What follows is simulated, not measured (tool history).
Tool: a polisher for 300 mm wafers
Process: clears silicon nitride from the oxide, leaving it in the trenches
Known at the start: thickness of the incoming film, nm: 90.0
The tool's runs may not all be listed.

run,hour,flow of slurry (ml/min),pressure of the wafer on the pad (kPa),speed of the pad under the wafer (m/s),overpolish time after the end point (s),time until the end point was called (s)
1,0.0,265,19.3,1.02,28,81.059
2,5.3,225,19.3,1.02,28,80.627
3,9.0,225,17.2,1.02,28,91.941
4,10.5,225,20.7,1.02,28,75.157
5,18.5,200,20.7,1.02,28,78.115
6,24.4,200,22.8,1.02,28,70.411

The next listed run, before its measurement:
7,27.9,225,24.1,1.02,28,?

{"run 7": {"time until the end point was called (s)": 65.364}}

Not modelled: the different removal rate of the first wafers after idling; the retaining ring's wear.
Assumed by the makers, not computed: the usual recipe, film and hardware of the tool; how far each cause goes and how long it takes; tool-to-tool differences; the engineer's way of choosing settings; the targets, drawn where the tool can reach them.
